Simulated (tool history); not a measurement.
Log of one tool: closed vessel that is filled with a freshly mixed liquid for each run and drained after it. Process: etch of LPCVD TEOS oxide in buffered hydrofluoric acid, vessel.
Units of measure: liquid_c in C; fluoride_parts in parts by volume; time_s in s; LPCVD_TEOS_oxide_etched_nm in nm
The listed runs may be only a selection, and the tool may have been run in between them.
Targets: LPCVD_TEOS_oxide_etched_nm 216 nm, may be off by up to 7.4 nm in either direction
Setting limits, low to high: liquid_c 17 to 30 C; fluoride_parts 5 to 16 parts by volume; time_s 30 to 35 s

{"run": 1, "hour": 0.0, "liquid_c": 22, "fluoride_parts": 9.5, "time_s": 35, "LPCVD_TEOS_oxide_etched_nm": 138.53}
{"run": 2, "hour": 5.6, "liquid_c": 22, "fluoride_parts": 9.5, "time_s": 30, "LPCVD_TEOS_oxide_etched_nm": 120.02}
{"run": 3, "hour": 6.4, "liquid_c": 22, "fluoride_parts": 9.5, "time_s": 35, "LPCVD_TEOS_oxide_etched_nm": 139.57}
{"run": 4, "hour": 14.5, "liquid_c": 24, "fluoride_parts": 9.5, "time_s": 35, "LPCVD_TEOS_oxide_etched_nm": 156.63}
{"run": 5, "hour": 21.4, "liquid_c": 25.5, "fluoride_parts": 9.5, "time_s": 35, "LPCVD_TEOS_oxide_etched_nm": 169.51}
{"run": 6, "hour": 27.2, "liquid_c": 25.5, "fluoride_parts": 11, "time_s": 35, "LPCVD_TEOS_oxide_etched_nm": 149.44}
{"run": 7, "hour": 34.5, "liquid_c": 27, "fluoride_parts": 10.5, "time_s": 35, "LPCVD_TEOS_oxide_etched_nm": 168.05}
{"run": 8, "hour": 42.1, "liquid_c": 28, "fluoride_parts": 10, "time_s": 35, "LPCVD_TEOS_oxide_etched_nm": 187.66}

Pick the move, out of 4, that brings all results within their allowed miss; only one does.
{"run": "A", "hour": 49.7, "liquid_c": 26.5, "fluoride_parts": 7, "time_s": 35, "LPCVD_TEOS_oxide_etched_nm": "?"}
{"run": "B", "hour": 49.7, "liquid_c": 25.5, "fluoride_parts": 7, "time_s": 35, "LPCVD_TEOS_oxide_etched_nm": "?"}
{"run": "C", "hour": 49.7, "liquid_c": 29.5, "fluoride_parts": 9, "time_s": 35, "LPCVD_TEOS_oxide_etched_nm": "?"}
{"run": "D", "hour": 49.7, "liquid_c": 29, "fluoride_parts": 10, "time_s": 35, "LPCVD_TEOS_oxide_etched_nm": "?"}

move=A LPCVD_TEOS_oxide_etched_nm=244.11
move=B LPCVD_TEOS_oxide_etched_nm=231.34
move=C LPCVD_TEOS_oxide_etched_nm=218.12
move=D LPCVD_TEOS_oxide_etched_nm=198.85
A: takes the result that was furthest off past its target
B: takes the result that was furthest off past its target
C: meets every target
D: closes in on the targets versus the last run, not all within tolerance yet
C is the move that brings every result within its allowed miss.
